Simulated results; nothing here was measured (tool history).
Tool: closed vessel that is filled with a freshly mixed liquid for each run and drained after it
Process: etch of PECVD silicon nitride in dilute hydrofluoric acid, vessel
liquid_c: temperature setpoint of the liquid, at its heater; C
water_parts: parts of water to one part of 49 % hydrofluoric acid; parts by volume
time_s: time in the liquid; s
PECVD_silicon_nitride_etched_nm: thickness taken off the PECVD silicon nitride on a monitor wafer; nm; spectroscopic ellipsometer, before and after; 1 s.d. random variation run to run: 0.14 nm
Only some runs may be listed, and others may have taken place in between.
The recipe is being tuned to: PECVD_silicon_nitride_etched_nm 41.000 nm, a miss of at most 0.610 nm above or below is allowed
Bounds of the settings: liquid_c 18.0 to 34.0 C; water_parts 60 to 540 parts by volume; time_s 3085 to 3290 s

run  hour  liquid_c  water_parts  time_s  PECVD_silicon_nitride_etched_nm
  1   0.0      26.0          300    3085                           29.039
  2   8.9      26.0          300    3290                           31.215
  3  15.7      27.5          300    3290                           33.915
  4  20.7      29.0          300    3290                           37.167
  5  23.8      29.5          300    3290                           38.143
  6  29.6      30.0          300    3290                           39.098
  7  34.6      30.5          300    3290                           40.332
  8  40.6      30.5          300    3290                           40.326

Which of these 5 next moves meets every target?
  A  46.6      32.0          310    3085                                ?
  B  46.6      30.5          305    3290                                ?
  C  46.6      28.0          240    3085                                ?
  D  46.6      23.5          190    3145                                ?
  E  46.6      30.5          285    3085                                ?

move  PECVD_silicon_nitride_etched_nm
   A                           39.953
   B                           39.806
   C                           41.195
   D                           40.149
   E                           40.030
A: misses by more than the last run did
B: misses by more than the last run did
C: every result within its allowed miss
D: misses by more than the last run did
E: misses by more than the last run did
C meets every target.
